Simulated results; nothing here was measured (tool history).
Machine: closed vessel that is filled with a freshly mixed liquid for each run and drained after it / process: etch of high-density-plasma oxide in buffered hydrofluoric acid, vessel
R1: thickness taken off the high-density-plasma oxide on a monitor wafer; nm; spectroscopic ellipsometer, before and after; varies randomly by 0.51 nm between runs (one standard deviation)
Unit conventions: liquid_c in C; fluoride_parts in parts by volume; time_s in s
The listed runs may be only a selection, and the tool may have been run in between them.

{"run": 1, "hour": 0.0, "liquid_c": 20.0, "fluoride_parts": 23.0, "time_s": 150, "R1": 74.8}
{"run": 2, "hour": 0.6, "liquid_c": 19.5, "fluoride_parts": 23.5, "time_s": 150, "R1": 72.048}
{"run": 3, "hour": 2.4, "liquid_c": 19.0, "fluoride_parts": 24.0, "time_s": 150, "R1": 68.078}
{"run": 4, "hour": 6.7, "liquid_c": 18.0, "fluoride_parts": 24.5, "time_s": 150, "R1": 63.762}
{"run": 5, "hour": 11.3, "liquid_c": 17.0, "fluoride_parts": 24.5, "time_s": 150, "R1": 60.446}
{"run": 6, "hour": 14.3, "liquid_c": 17.0, "fluoride_parts": 20.5, "time_s": 150, "R1": 68.716}
{"run": 7, "hour": 23.2, "liquid_c": 17.0, "fluoride_parts": 21.0, "time_s": 150, "R1": 67.458}
{"run": 8, "hour": 31.0, "liquid_c": 17.0, "fluoride_parts": 21.0, "time_s": 150, "R1": 67.791}
{"run": 9, "hour": 36.2, "liquid_c": 17.0, "fluoride_parts": 21.5, "time_s": 150, "R1": 66.788}
{"run": 10, "hour": 42.8, "liquid_c": 17.0, "fluoride_parts": 21.5, "time_s": 150, "R1": 66.529}
{"run": 11, "hour": 45.6, "liquid_c": 17.0, "fluoride_parts": 22.0, "time_s": 150, "R1": 65.749}
{"run": 12, "hour": 48.0, "liquid_c": 17.0, "fluoride_parts": 22.5, "time_s": 150, "R1": 64.766}
{"run": 13, "hour": 56.6, "liquid_c": 17.0, "fluoride_parts": 23.0, "time_s": 150, "R1": 63.66}

Run 14 has not been measured yet. What should we expect?
{"run": 14, "hour": 57.5, "liquid_c": 17.0, "fluoride_parts": 23.5, "time_s": 150, "R1": "?"}

Run 14 gave R1 61.148 nm.
